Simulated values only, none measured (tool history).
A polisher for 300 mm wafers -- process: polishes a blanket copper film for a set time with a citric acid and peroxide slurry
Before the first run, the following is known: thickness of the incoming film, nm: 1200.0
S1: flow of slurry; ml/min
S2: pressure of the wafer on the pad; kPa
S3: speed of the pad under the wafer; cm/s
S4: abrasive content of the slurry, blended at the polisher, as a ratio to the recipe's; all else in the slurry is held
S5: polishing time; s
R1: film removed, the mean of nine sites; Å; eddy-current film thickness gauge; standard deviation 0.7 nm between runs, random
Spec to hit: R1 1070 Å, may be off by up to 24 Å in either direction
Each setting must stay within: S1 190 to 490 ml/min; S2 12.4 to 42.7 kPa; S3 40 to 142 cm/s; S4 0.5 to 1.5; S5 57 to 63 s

run	hour	S1	S2	S3	S4	S5	R1
1	0	315	27.6	90	1	63	1733.6
2	3.4	315	24.8	90	1	63	1565.5
3	11.4	315	22.8	90	1	63	1421.8
4	19.3	315	20	90	1	63	1245
5	24.3	315	19.3	90	1	63	1215.3
6	25.6	315	18.6	90	1	63	1183.6
7	33.4	315	17.9	90	1	63	1127.4
8	34.7	315	17.9	90	1	63	1127.9

Consider the 5 candidate settings below. Which is the only one whose results all fall within their allowed miss of target?
A	36	265	17.2	90	1	63	?
B	36	300	19.3	96	1.05	59	?
C	36	335	16.5	104	1.1	63	?
D	36	295	19.3	92	0.95	63	?
E	36	340	17.9	90	1.2	63	?

move	R1
A	1079.7
B	1217.1
C	1224.4
D	1227.5
E	1188.7
A: each result inside its tolerance
B: further off than the last run
C: further off than the last run
D: further off than the last run
E: further off than the last run
Answer: A
